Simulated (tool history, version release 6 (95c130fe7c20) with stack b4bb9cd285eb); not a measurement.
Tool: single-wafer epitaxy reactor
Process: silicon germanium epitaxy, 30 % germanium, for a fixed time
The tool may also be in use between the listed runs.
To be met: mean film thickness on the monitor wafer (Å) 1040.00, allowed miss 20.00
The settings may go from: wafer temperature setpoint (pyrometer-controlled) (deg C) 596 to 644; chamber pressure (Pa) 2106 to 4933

run	hour	wafer temperature setpoint (pyrometer-controlled) (deg C)	chamber pressure (Pa)	mean film thickness on the monitor wafer (Å)
1	0.0	620	3520	906.39
2	3.9	620	3746	922.35
3	10.0	610	3746	791.37
4	16.3	610	3533	777.86
5	18.8	612	3546	803.59
6	22.2	621	3546	924.80
7	28.1	622	3546	936.33
8	35.1	623	3546	950.10
9	36.8	624	3546	961.46
10	38.2	625	3546	978.93
11	38.9	626	3546	995.62

Which of these 5 next moves meets every target?
A	39.6	628	3720	?
B	39.6	622	3640	?
C	39.6	625	3026	?
D	39.6	630	2720	?
E	39.6	626	3506	?

move	mean film thickness on the monitor wafer (Å)
A	1040.90
B	942.98
C	931.10
D	972.15
E	990.56
A: meets every target
B: further off than the last run
C: further off than the last run
D: further off than the last run
E: further off than the last run
Move A is the one to make.
